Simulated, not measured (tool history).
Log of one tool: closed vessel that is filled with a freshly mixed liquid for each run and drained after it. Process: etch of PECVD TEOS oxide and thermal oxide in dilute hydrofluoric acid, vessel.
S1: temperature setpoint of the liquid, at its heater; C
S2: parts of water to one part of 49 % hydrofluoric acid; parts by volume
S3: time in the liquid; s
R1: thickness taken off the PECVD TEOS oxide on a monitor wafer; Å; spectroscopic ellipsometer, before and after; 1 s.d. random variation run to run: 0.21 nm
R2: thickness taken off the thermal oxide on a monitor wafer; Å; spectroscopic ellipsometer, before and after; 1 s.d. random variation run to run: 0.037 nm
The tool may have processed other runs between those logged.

run    day    S1  S2  S3      R1      R2
  1      0    26  65  60  346.01  51.045
  2  0.346  27.5  65  60  369.44   54.87
  3  0.612  30.5  65  60  413.17  61.678
  4  0.896  30.5  45  60  611.33  91.498
  5  0.962    29  45  60     578  86.968
  6  1.083  27.5  45  60  545.99  80.979
  7  1.233  26.5  45  60     524  77.921

Run 8, settings as shown, results not yet in. Your forecast:
     1.312  -- hydrofluoric acid flow meter replaced
  8  1.312  25.5  45  60   ?   ?

{"run 8": {"R1": 466.54, "R2": 69.193}}
